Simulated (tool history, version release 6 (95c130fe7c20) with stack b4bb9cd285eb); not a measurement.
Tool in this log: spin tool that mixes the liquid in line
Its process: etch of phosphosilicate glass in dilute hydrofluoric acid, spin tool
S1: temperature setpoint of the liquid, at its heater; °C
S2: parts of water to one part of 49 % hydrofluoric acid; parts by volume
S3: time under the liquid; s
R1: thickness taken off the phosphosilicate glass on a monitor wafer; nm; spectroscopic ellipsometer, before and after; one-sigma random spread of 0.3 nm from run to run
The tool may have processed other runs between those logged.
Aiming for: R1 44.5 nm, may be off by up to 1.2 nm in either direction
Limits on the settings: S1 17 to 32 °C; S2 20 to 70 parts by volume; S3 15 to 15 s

run,hour,S1,S2,S3,R1
1,0,24,40,15,25.869
2,5.7,27.5,40,15,29.829
3,13.1,24.5,40,15,26.013
4,17.8,27,40,15,28.52
5,25.1,28,40,15,29.994
6,32.5,29,40,15,31.657
7,37.8,29,40,15,31.439
8,44.7,29.5,40,15,31.877
9,50.1,30,40,15,32.47

Below are 4 possible settings for the next run. Only one of them brings all results inside the allowed miss of their targets. Which is it?
A,55.5,32,30,15,?
B,55.5,27,25,15,?
C,55.5,31.5,30,15,?
D,55.5,30,30,15,?

move,R1
A,48.041
B,47.504
C,47.101
D,44.371
A: pushes the last run's worst result past its target
B: pushes the last run's worst result past its target
C: pushes the last run's worst result past its target
D: each result inside its tolerance
The move that meets every target is D.
